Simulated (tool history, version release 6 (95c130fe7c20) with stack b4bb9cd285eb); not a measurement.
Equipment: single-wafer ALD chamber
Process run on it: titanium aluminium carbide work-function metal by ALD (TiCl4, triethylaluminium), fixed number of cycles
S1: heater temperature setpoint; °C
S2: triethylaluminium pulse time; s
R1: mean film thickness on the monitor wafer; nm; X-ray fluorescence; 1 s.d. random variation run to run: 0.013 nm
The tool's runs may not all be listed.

run  hour   S1     S2      R1
  1     0  310  11.17  2.0704
  2   6.2  310   9.77  2.0373
  3   7.7  310  12.45  2.0974
  4  14.5  318  12.45  2.1725
  5  19.6  319  12.59  2.1605
  6  26.6  319  10.29  2.1341
  7  31.7  321  10.52  2.1581

Expected results for the next run?
  8  38.3  322  10.7   ?

R1: 2.1569 nm
